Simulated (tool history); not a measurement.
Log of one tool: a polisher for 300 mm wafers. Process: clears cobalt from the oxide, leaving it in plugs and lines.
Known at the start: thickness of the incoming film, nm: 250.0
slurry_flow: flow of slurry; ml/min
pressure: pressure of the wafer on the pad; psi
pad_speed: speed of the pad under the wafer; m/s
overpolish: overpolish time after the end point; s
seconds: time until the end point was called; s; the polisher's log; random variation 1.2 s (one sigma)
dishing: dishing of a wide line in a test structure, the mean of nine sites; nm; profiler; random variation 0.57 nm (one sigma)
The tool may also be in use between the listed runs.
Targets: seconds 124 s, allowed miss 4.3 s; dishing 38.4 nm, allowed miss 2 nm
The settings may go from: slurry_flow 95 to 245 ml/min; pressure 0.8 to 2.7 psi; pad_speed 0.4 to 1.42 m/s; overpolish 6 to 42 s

{"run": 1, "day": 0.0, "slurry_flow": 155, "pressure": 1.7, "pad_speed": 0.9, "overpolish": 21, "seconds": 76.5, "dishing": 37.714}
{"run": 2, "day": 0.321, "slurry_flow": 150, "pressure": 1.5, "pad_speed": 0.9, "overpolish": 24, "seconds": 86.378, "dishing": 36.96}
{"run": 3, "day": 0.688, "slurry_flow": 150, "pressure": 1.7, "pad_speed": 0.9, "overpolish": 24, "seconds": 77.208, "dishing": 39.331}
{"run": 4, "day": 0.838, "slurry_flow": 145, "pressure": 1.5, "pad_speed": 0.9, "overpolish": 27, "seconds": 86.191, "dishing": 39.091}
{"run": 5, "day": 1.083, "slurry_flow": 140, "pressure": 1.4, "pad_speed": 0.9, "overpolish": 29, "seconds": 93.532, "dishing": 39.679}
{"run": 6, "day": 1.421, "slurry_flow": 140, "pressure": 1.4, "pad_speed": 0.76, "overpolish": 29, "seconds": 108, "dishing": 36.996}
{"run": 7, "day": 1.575, "slurry_flow": 135, "pressure": 1.4, "pad_speed": 0.76, "overpolish": 30, "seconds": 109.6, "dishing": 37.044}
{"run": 8, "day": 1.929, "slurry_flow": 130, "pressure": 1.4, "pad_speed": 0.76, "overpolish": 31, "seconds": 112.88, "dishing": 38.096}
{"run": 9, "day": 2.279, "slurry_flow": 125, "pressure": 1.4, "pad_speed": 0.76, "overpolish": 32, "seconds": 110.97, "dishing": 37.771}
{"run": 10, "day": 2.596, "slurry_flow": 120, "pressure": 1.4, "pad_speed": 0.76, "overpolish": 33, "seconds": 111.74, "dishing": 37.772}
{"run": 11, "day": 2.762, "slurry_flow": 115, "pressure": 1.4, "pad_speed": 0.76, "overpolish": 34, "seconds": 114.57, "dishing": 39.403}

5 next moves are on the table. One of them brings every result within its allowed miss. Which?
{"run": "A", "day": 2.929, "slurry_flow": 120, "pressure": 1.3, "pad_speed": 0.66, "overpolish": 34, "seconds": "?", "dishing": "?"}
{"run": "B", "day": 2.929, "slurry_flow": 135, "pressure": 1.1, "pad_speed": 0.8, "overpolish": 38, "seconds": "?", "dishing": "?"}
{"run": "C", "day": 2.929, "slurry_flow": 95, "pressure": 1.4, "pad_speed": 0.72, "overpolish": 30, "seconds": "?", "dishing": "?"}
{"run": "D", "day": 2.929, "slurry_flow": 135, "pressure": 0.9, "pad_speed": 1.02, "overpolish": 37, "seconds": "?", "dishing": "?"}
{"run": "E", "day": 2.929, "slurry_flow": 110, "pressure": 1.2, "pad_speed": 0.74, "overpolish": 40, "seconds": "?", "dishing": "?"}

move=A seconds=136.34 dishing=35.174
move=B seconds=129.91 dishing=38.19
move=C seconds=122.45 dishing=34.752
move=D seconds=123.78 dishing=38.56
move=E seconds=133.94 dishing=38.571
A: takes the result that was furthest off past its target
B: takes the result that was furthest off past its target
C: brings the result that was furthest off to its target, and leaves another outside
D: meets every target
E: takes the result that was furthest off past its target
The right move is D.
